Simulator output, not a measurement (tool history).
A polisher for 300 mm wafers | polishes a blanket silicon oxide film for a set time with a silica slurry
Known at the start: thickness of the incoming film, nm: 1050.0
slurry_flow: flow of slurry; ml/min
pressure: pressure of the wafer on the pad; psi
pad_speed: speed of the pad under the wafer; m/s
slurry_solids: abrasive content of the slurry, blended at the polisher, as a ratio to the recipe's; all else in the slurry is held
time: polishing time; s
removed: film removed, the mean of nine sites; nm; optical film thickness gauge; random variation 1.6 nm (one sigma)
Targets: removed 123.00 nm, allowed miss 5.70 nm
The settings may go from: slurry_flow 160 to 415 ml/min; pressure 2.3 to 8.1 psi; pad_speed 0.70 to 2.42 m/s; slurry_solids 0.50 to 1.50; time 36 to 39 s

run  hour  slurry_flow  pressure  pad_speed  slurry_solids  time  removed
  1   0.0          265       5.2       1.56           1.00    39   195.34
  2   3.7          265       4.8       1.54           1.00    39   175.66
  3  11.3          310       4.8       1.54           1.00    39   179.48
  4  17.7          310       4.8       1.40           1.00    39   171.38
  5  24.9          310       4.5       1.40           1.00    39   159.51
  6  32.8          310       4.5       1.40           1.00    36   142.97
  7  40.8          310       4.4       1.40           1.00    36   142.29
     44.5  -- slurry nozzle cleaned
  8  44.5          310       4.3       1.40           1.00    36   145.45
  9  45.6          310       4.1       1.40           1.00    36   136.00
 10  46.8          310       4.0       1.40           1.00    36   137.20
 11  54.9          310       3.9       1.40           1.00    36   131.48

4 next moves are on the table. One of them brings every result within its allowed miss. Which?
  A  63.0          385       4.1       1.48           0.90    36        ?
  B  63.0          410       4.7       1.08           0.85    36        ?
  C  63.0          305       3.8       1.20           0.90    36        ?
  D  63.0          340       4.3       1.14           1.00    38        ?

move  removed
   A   142.45
   B   124.37
   C   110.73
   D   133.93
A: further off than the last run
B: meets every target
C: takes the result that was furthest off past its target
D: further off than the last run
The right move is B.
